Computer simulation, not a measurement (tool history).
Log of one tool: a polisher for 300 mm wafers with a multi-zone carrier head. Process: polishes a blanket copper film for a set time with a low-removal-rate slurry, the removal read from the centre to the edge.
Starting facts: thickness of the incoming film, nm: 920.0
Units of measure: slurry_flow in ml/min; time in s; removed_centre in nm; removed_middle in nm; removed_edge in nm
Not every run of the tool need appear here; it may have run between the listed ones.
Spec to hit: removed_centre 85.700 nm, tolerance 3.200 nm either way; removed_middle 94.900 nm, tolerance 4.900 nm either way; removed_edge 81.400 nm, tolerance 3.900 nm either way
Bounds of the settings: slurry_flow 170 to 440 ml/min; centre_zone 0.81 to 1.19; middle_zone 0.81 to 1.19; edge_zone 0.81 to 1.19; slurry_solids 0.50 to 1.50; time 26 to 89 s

| run | hour | slurry_flow | centre_zone | middle_zone | edge_zone | slurry_solids | time | removed_centre | removed_middle | removed_edge |
|---|---|---|---|---|---|---|---|---|---|---|
| 1 | 0.0 | 280 | 1.00 | 1.00 | 1.00 | 1.00 | 57 | 172.340 | 171.100 | 172.130 |
| 2 | 3.7 | 275 | 0.99 | 1.01 | 0.97 | 0.95 | 52 | 152.930 | 154.520 | 153.420 |
| 3 | 5.8 | 275 | 0.99 | 0.93 | 0.97 | 0.95 | 52 | 157.420 | 141.820 | 153.420 |
| 4 | 6.9 | 275 | 0.99 | 0.93 | 0.97 | 1.05 | 52 | 156.960 | 149.680 | 159.030 |
| 5 | 10.3 | 275 | 0.98 | 0.96 | 0.95 | 1.00 | 48 | 143.960 | 134.400 | 142.780 |
| 6 | 14.7 | 275 | 0.89 | 0.96 | 0.95 | 1.00 | 48 | 130.350 | 137.980 | 139.510 |
| 7 | 19.7 | 280 | 0.89 | 0.99 | 0.93 | 0.95 | 45 | 118.930 | 128.100 | 131.220 |
| 8 | 27.6 | 265 | 0.91 | 1.02 | 0.91 | 0.95 | 42 | 114.400 | 124.300 | 119.330 |
| 9 | 29.6 | 255 | 0.91 | 1.03 | 0.89 | 0.90 | 40 | 109.660 | 117.730 | 110.500 |
| 10 | 35.1 | 250 | 0.90 | 1.04 | 0.88 | 0.85 | 39 | 100.090 | 113.880 | 106.750 |
| 11 | 40.2 | 245 | 0.92 | 1.05 | 0.87 | 0.80 | 38 | 98.725 | 109.340 | 100.540 |
| 12 | 45.0 | 240 | 0.93 | 1.06 | 0.86 | 0.75 | 38 | 97.629 | 107.600 | 98.469 |
| 13 | 51.4 | 240 | 0.93 | 1.06 | 0.86 | 0.75 | 38 | 100.180 | 105.290 | 100.600 |
| 14 | 55.4 | 240 | 0.93 | 1.08 | 0.85 | 0.75 | 37 | 96.590 | 106.490 | 93.414 |
| 15 | 62.8 | 240 | 0.93 | 1.08 | 0.84 | 0.70 | 37 | 93.613 | 107.890 | 93.025 |
| 16 | 70.8 | 235 | 0.94 | 1.08 | 0.84 | 0.65 | 37 | 94.202 | 104.320 | 91.515 |
| 17 | 72.2 | 230 | 0.94 | 1.08 | 0.84 | 0.65 | 37 | 93.727 | 102.850 | 88.467 |
| 18 | 79.4 | 225 | 0.93 | 1.08 | 0.84 | 0.65 | 37 | 91.263 | 101.520 | 90.562 |
| 19 | 84.5 | 220 | 0.93 | 1.08 | 0.84 | 0.65 | 37 | 91.229 | 103.040 | 91.362 |

Which one of the following 4 next-run settings gets every result inside its allowed miss? There is exactly one.
| A | 89.6 | 210 | 0.84 | 1.13 | 0.94 | 0.50 | 44 | ? | ? | ? |
| B | 89.6 | 185 | 0.97 | 1.08 | 0.83 | 0.70 | 31 | ? | ? | ? |
| C | 89.6 | 200 | 0.98 | 1.13 | 0.86 | 1.05 | 29 | ? | ? | ? |
| D | 89.6 | 240 | 0.87 | 1.19 | 0.81 | 0.50 | 38 | ? | ? | ? |

| move | removed_centre | removed_middle | removed_edge |
|---|---|---|---|
| A | 89.180 | 115.300 | 103.300 |
| B | 78.606 | 84.686 | 74.888 |
| C | 83.510 | 92.426 | 79.654 |
| D | 81.052 | 105.550 | 84.190 |
A: the biggest miss grows against the last run
B: carries the result that was furthest off beyond its target, to the other side
C: meets every target
D: brings the result that was furthest off to its target, and leaves another outside
Move C is the one to make.
